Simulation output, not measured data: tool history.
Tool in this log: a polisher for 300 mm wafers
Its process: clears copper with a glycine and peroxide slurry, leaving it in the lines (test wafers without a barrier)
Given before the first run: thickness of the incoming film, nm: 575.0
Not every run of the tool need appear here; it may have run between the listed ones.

run,hour,flow of slurry (ml/min),pressure of the wafer on the pad (kPa),speed of the pad under the wafer (cm/s),overpolish time after the end point (s),time until the end point was called (s),dishing of a wide line in a test structure (angstrom)
1,0,240,13.8,122,28,109.63,448.19
2,6.7,240,16.5,122,28,96.067,472.54
3,10.7,240,16.5,134,28,85.403,478.86
4,13.4,240,16.5,134,20,85.889,442.05
5,20.1,240,15.2,132,19,94.071,421.09
6,23.9,240,13.8,130,18,100.69,390.24

What will run 7 give?
# hour 32: worn pad replaced by a new one
7,32,240,13.1,128,19,?,?

For run 7 the tool returned time until the end point was called (s) 100.7, dishing of a wide line in a test structure (angstrom) 402.42.

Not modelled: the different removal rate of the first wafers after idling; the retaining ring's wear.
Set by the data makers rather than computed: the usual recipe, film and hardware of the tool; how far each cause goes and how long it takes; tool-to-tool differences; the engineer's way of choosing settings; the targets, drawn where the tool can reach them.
